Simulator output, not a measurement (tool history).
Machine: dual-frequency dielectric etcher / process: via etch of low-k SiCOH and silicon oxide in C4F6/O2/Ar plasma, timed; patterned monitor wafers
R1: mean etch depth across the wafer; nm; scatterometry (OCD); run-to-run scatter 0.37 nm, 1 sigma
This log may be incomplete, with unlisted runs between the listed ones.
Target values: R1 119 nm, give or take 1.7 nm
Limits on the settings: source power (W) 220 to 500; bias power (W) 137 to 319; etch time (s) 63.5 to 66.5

{"run": 1, "hour": 0.0, "source power (W)": 360, "bias power (W)": 228, "etch time (s)": 63.5, "R1": 164.34}
{"run": 2, "hour": 1.1, "source power (W)": 330, "bias power (W)": 206, "etch time (s)": 63.5, "R1": 150.56}
{"run": 3, "hour": 3.3, "source power (W)": 280, "bias power (W)": 206, "etch time (s)": 63.5, "R1": 142.84}
{"run": 4, "hour": 7.2, "source power (W)": 270, "bias power (W)": 192, "etch time (s)": 63.5, "R1": 135.97}
{"run": 5, "hour": 12.2, "source power (W)": 270, "bias power (W)": 211, "etch time (s)": 63.5, "R1": 143.12}
{"run": 6, "hour": 15.3, "source power (W)": 260, "bias power (W)": 198, "etch time (s)": 63.5, "R1": 135.8}
{"run": 7, "hour": 21.5, "source power (W)": 250, "bias power (W)": 189, "etch time (s)": 63.5, "R1": 131.72}
{"run": 8, "hour": 24.1, "source power (W)": 240, "bias power (W)": 182, "etch time (s)": 63.5, "R1": 126.83}
{"run": 9, "hour": 28.3, "source power (W)": 240, "bias power (W)": 179, "etch time (s)": 63.5, "R1": 125.05}
{"run": 10, "hour": 31.8, "source power (W)": 240, "bias power (W)": 179, "etch time (s)": 63.5, "R1": 125.87}
{"run": 11, "hour": 38.0, "source power (W)": 240, "bias power (W)": 176, "etch time (s)": 63.5, "R1": 124.63}
{"run": 12, "hour": 40.8, "source power (W)": 240, "bias power (W)": 174, "etch time (s)": 63.5, "R1": 123.59}
{"run": 13, "hour": 43.7, "source power (W)": 220, "bias power (W)": 161, "etch time (s)": 63.5, "R1": 114.38}
{"run": 14, "hour": 50.7, "source power (W)": 230, "bias power (W)": 161, "etch time (s)": 63.5, "R1": 115.81}

5 candidate next runs follow, results not yet known. Just one meets every target within its allowed miss. Identify it.
{"run": "A", "hour": 57.7, "source power (W)": 240, "bias power (W)": 165, "etch time (s)": 63.5, "R1": "?"}
{"run": "B", "hour": 57.7, "source power (W)": 230, "bias power (W)": 162, "etch time (s)": 63.5, "R1": "?"}
{"run": "C", "hour": 57.7, "source power (W)": 220, "bias power (W)": 161, "etch time (s)": 63.5, "R1": "?"}
{"run": "D", "hour": 57.7, "source power (W)": 230, "bias power (W)": 166, "etch time (s)": 66.5, "R1": "?"}
{"run": "E", "hour": 57.7, "source power (W)": 260, "bias power (W)": 142, "etch time (s)": 64.5, "R1": "?"}

move=A R1=119.56
move=B R1=116.58
move=C R1=114.48
move=D R1=123.96
move=E R1=113.14
A: every result lands within tolerance
B: better than the last run, though not everything is in spec
C: further off than the last run
D: carries the result that was furthest off beyond its target, to the other side
E: further off than the last run
A meets every target.

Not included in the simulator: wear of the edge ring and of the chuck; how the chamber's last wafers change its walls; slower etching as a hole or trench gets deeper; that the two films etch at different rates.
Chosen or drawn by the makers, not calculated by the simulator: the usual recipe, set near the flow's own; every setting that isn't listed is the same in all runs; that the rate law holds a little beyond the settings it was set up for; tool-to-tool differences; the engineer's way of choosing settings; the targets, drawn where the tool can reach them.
